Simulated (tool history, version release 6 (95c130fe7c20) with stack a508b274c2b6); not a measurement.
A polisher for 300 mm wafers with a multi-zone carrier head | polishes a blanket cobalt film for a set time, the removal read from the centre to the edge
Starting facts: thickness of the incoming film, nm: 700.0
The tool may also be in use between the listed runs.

run,day,flow of slurry (ml/min),pressure of the head's centre zone,pressure of the head's middle zone,pressure of the head's edge zone,polishing time (s),film removed at the wafer's centre (angstrom),film removed at mid-radius (angstrom),film removed at the wafer's edge (angstrom)
1,0.000,305,1.00,1.00,1.00,30,858.52,848.17,868.29
2,0.171,270,1.00,1.00,1.00,30,853.44,851.20,849.72
3,0.446,270,1.00,1.00,1.00,24,675.89,684.71,691.01
4,0.671,270,1.00,1.00,0.93,24,683.70,679.37,650.02
5,0.829,270,1.00,1.00,0.90,24,681.10,681.49,657.19
6,1.175,275,1.02,1.02,0.90,24,711.52,693.57,655.01
7,1.471,285,1.03,1.04,0.90,24,712.59,700.53,663.94
8,1.596,290,1.13,1.14,0.81,27,866.58,859.86,710.78

The next listed run, before its measurement:
9,1.754,290,1.13,1.13,0.81,27,?,?,?

Run 9 gave film removed at the wafer's centre (angstrom) 866.13, film removed at mid-radius (angstrom) 863.00, film removed at the wafer's edge (angstrom) 696.32.
